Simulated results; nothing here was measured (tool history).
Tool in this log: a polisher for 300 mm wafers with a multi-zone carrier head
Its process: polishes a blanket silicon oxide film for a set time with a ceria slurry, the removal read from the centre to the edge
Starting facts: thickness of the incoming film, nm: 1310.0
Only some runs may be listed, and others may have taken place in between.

run  hour  flow of slurry (ml/min)  pressure of the head's centre zone  pressure of the head's middle zone  pressure of the head's edge zone  polishing time (s)  film removed at the wafer's centre (angstrom)  film removed at mid-radius (angstrom)  film removed at the wafer's edge (angstrom)
  1     0                      205                                   1                                   1                                 1                  77                                         4205.4                                 4876.7                                         4742
  2   1.6                      200                                0.99                                   1                              0.96                  75                                         3992.3                                 4646.5                                       4487.7
  3   8.5                      195                                0.98                                1.01                              0.93                  74                                           3996                                 4661.8                                       4397.9
  4  10.9                      240                                0.98                                1.01                              0.93                  74                                           3892                                 4661.1                                       4415.7
  5  15.9                      240                                0.97                                1.02                              0.91                  73                                         4000.8                                 4805.1                                       4300.9
  6  17.4                      240                                0.95                                1.01                              0.89                  72                                         3782.8                                 4686.6                                       4251.7
     22.7  -- centre zone pressure recalibrated
  7  22.7                      240                                0.95                                1.01                              0.88                  71                                         4295.4                                 4629.6                                       4159.2
  8  30.2                      240                                0.95                                1.02                              0.89                  69                                         4162.8                                 4490.8                                       4040.3
  9  35.7                      260                                1.01                                1.01                              0.89                  68                                         4405.1                                 4408.4                                       4007.8

Predict the results of run 10:
 10  42.8                      215                                0.91                                1.03                              0.88                  66                                              ?                                      ?                                            ?

Logged for run 10: film removed at the wafer's centre (angstrom) 3732.6, film removed at mid-radius (angstrom) 4299.4, film removed at the wafer's edge (angstrom) 3868.9.

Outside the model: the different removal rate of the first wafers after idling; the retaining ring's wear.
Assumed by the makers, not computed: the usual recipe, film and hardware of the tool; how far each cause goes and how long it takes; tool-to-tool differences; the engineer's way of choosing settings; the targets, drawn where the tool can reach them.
